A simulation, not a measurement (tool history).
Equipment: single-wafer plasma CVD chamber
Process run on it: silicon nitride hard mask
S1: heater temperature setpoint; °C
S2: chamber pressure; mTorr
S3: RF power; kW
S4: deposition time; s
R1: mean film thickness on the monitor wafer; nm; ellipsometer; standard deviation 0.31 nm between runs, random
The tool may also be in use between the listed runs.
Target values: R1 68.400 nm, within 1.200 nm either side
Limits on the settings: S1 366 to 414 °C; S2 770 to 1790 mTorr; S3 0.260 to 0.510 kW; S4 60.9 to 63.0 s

run    day   S1    S2     S3    S4      R1
  1  0.000  390  1280  0.385  60.9  77.523
  2  0.104  390  1280  0.425  60.9  81.210
  3  0.383  390  1210  0.415  60.9  79.403
  4  0.467  390  1150  0.405  60.9  76.081
  5  0.750  385  1150  0.405  60.9  76.915
  6  0.912  385  1150  0.405  63.0  79.493
  7  1.208  385  1100  0.400  62.9  77.955
  8  1.479  385  1050  0.395  62.9  76.511
  9  1.792  385  1050  0.395  62.9  76.118
 10  1.838  385  1010  0.390  62.9  74.252
 11  1.992  385   970  0.390  62.9  74.108
 12  2.079  385   940  0.385  62.9  73.383
 13  2.442  385   920  0.380  62.9  72.245
 14  2.592  385   900  0.380  62.9  71.446
 15  2.817  385   880  0.380  62.9  70.459

Exercise: of the 4 proposed moves below, exactly one satisfies all targets within the stated allowed misses. Which move is it?
  A  3.042  381  810  0.415  60.9   ?
  B  3.042  383  890  0.390  63.0   ?
  C  3.042  384  770  0.375  60.9   ?
  D  3.042  382  860  0.345  61.0   ?

move      R1
   A  68.976
   B  72.135
   C  65.203
   D  65.966
A: every result lands within tolerance
B: misses by more than the last run did
C: carries the result that was furthest off beyond its target, to the other side
D: carries the result that was furthest off beyond its target, to the other side
Correct choice: A, which meets every target
